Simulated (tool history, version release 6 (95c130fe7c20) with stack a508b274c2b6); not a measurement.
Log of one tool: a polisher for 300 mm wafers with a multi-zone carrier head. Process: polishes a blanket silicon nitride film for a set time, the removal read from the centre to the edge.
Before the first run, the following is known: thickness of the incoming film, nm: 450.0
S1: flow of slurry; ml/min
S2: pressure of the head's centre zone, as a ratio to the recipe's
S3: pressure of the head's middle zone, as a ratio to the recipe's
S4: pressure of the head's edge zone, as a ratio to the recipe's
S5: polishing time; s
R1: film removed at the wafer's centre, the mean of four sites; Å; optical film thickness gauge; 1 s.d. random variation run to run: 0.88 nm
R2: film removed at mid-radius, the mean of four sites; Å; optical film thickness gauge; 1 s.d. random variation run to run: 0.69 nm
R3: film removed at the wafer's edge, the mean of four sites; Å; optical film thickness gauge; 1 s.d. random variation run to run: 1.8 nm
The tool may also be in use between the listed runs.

run,hour,S1,S2,S3,S4,S5,R1,R2,R3
1,0.0,170,1.00,1.00,1.00,69,1434.2,1459.4,1481.4
2,0.6,170,1.00,1.00,1.00,86,1816.1,1836.8,1765.4
3,5.3,170,1.00,1.00,1.00,74,1551.5,1557.7,1538.4
4,13.7,170,1.00,1.05,1.00,74,1554.0,1616.5,1559.8
5,22.3,170,1.00,1.05,1.04,74,1564.9,1625.9,1544.7
6,30.3,165,0.99,1.03,1.04,71,1472.6,1537.9,1458.5
7,37.3,165,0.99,1.03,1.04,71,1454.5,1534.5,1526.2
8,44.0,165,0.98,1.01,1.01,68,1407.3,1458.5,1399.3
9,48.7,165,0.98,1.01,1.01,68,1395.5,1453.6,1444.8
10,49.8,160,0.97,0.99,1.01,66,1329.4,1372.9,1381.8
11,54.1,150,0.95,0.97,1.00,65,1272.5,1333.3,1336.1
12,55.1,145,0.93,0.94,1.00,64,1198.2,1298.3,1338.2
13,63.5,140,0.93,0.92,0.99,63,1187.0,1247.4,1277.5
14,67.5,135,0.92,0.90,0.99,63,1164.1,1219.4,1265.2
15,73.5,130,0.91,0.89,0.99,63,1138.2,1217.0,1272.6
16,81.5,125,0.91,0.88,0.99,63,1155.7,1194.7,1235.4
17,88.2,125,0.90,0.87,0.99,63,1119.7,1182.7,1267.2
18,95.3,120,0.89,0.86,0.99,63,1116.0,1156.7,1295.8

Run 19 is up next; what results do you expect?
19,97.9,120,0.88,0.86,0.98,63,?,?,?

Run 19 yielded R1 1086.7 Å, R2 1171.3 Å, R3 1278.8 Å.
